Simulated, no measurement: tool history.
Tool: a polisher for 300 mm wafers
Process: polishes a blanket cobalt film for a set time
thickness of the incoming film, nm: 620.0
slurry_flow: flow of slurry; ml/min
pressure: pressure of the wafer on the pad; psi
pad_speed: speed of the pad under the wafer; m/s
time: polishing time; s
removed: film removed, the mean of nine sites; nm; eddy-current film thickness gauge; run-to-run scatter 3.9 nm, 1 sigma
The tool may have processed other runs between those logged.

run	day	slurry_flow	pressure	pad_speed	time	removed
1	0	250	1.8	1.14	58	235.48
2	0.183	250	1.9	1.14	58	249.21
3	0.354	250	1.9	1	58	217.59
4	0.454	250	2.1	1	58	237.99
5	0.771	250	2.1	1.24	58	286.67
# day 0.888: head pressure recalibrated
6	0.888	250	2.1	1.24	60	312.85
7	1.05	250	2.2	1.24	60	317.21
8	1.4	250	2.3	1.26	60	338.47
9	1.525	250	2.4	1.26	60	350.03

Run 10 has not been measured yet. What should we expect?
10	1.704	255	2.6	1.3	60	?

removed: 382.82 nm

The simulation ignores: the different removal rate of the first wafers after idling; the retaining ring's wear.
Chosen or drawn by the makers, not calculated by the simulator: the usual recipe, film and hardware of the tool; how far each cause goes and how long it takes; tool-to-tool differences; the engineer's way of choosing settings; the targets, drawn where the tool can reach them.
